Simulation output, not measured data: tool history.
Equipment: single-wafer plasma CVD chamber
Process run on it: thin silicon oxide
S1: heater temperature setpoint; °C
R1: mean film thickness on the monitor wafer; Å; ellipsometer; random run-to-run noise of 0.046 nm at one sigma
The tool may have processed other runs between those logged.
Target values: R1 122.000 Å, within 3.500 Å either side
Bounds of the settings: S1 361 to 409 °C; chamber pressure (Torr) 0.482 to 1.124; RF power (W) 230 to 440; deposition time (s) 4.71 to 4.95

run 1 hour=0.0 | S1=385 chamber_pressure_(Torr)=0.803 RF_power_(W)=335 deposition_time_(s)=4.95 | R1=97.341
run 2 hour=1.6 | S1=385 chamber_pressure_(Torr)=0.749 RF_power_(W)=335 deposition_time_(s)=4.95 | R1=90.677
run 3 hour=5.6 | S1=376 chamber_pressure_(Torr)=0.749 RF_power_(W)=335 deposition_time_(s)=4.95 | R1=91.774
run 4 hour=10.9 | S1=376 chamber_pressure_(Torr)=0.864 RF_power_(W)=335 deposition_time_(s)=4.95 | R1=104.650
run 5 hour=14.3 | S1=376 chamber_pressure_(Torr)=0.882 RF_power_(W)=335 deposition_time_(s)=4.95 | R1=106.520
run 6 hour=18.3 | S1=376 chamber_pressure_(Torr)=0.898 RF_power_(W)=335 deposition_time_(s)=4.95 | R1=108.250
run 7 hour=19.4 | S1=376 chamber_pressure_(Torr)=0.912 RF_power_(W)=335 deposition_time_(s)=4.95 | R1=110.840
run 8 hour=22.6 | S1=376 chamber_pressure_(Torr)=0.923 RF_power_(W)=335 deposition_time_(s)=4.95 | R1=111.580
run 9 hour=25.5 | S1=376 chamber_pressure_(Torr)=0.934 RF_power_(W)=335 deposition_time_(s)=4.95 | R1=112.410
run 10 hour=28.7 | S1=376 chamber_pressure_(Torr)=0.944 RF_power_(W)=335 deposition_time_(s)=4.95 | R1=113.410

Exactly one of the 4 candidate moves below puts every result within its allowed miss. Which one?
run A hour=31.9 | S1=375 chamber_pressure_(Torr)=1.006 RF_power_(W)=330 deposition_time_(s)=4.80 | R1=?
run B hour=31.9 | S1=364 chamber_pressure_(Torr)=0.894 RF_power_(W)=345 deposition_time_(s)=4.71 | R1=?
run C hour=31.9 | S1=373 chamber_pressure_(Torr)=1.052 RF_power_(W)=315 deposition_time_(s)=4.95 | R1=?
run D hour=31.9 | S1=375 chamber_pressure_(Torr)=1.095 RF_power_(W)=295 deposition_time_(s)=4.71 | R1=?

move=A R1=115.210
move=B R1=104.950
move=C R1=121.050
move=D R1=116.050
A: nearer the targets than the last run, but a result is still out of spec
B: further off than the last run
C: all results in spec
D: nearer the targets than the last run, but a result is still out of spec
Answer: C
